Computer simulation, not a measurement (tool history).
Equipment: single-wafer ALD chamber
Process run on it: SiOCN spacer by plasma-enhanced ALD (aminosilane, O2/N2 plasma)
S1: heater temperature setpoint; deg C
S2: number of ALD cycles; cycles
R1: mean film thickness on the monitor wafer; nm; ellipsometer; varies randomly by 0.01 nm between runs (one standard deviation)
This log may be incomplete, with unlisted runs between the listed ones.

run 1 hour=0.0 | S1=400 S2=60 | R1=3.5062
run 2 hour=2.7 | S1=394 S2=60 | R1=3.5127
run 3 hour=5.6 | S1=404 S2=60 | R1=3.4442
run 4 hour=7.1 | S1=411 S2=60 | R1=3.3787
run 5 hour=13.9 | S1=412 S2=60 | R1=3.3678
run 6 hour=15.1 | S1=405 S2=60 | R1=3.4314

Run 7 has not been measured yet. What should we expect?
run 7 hour=16.5 | S1=406 S2=60 | R1=?

Run 7 produced R1 3.4279 nm.
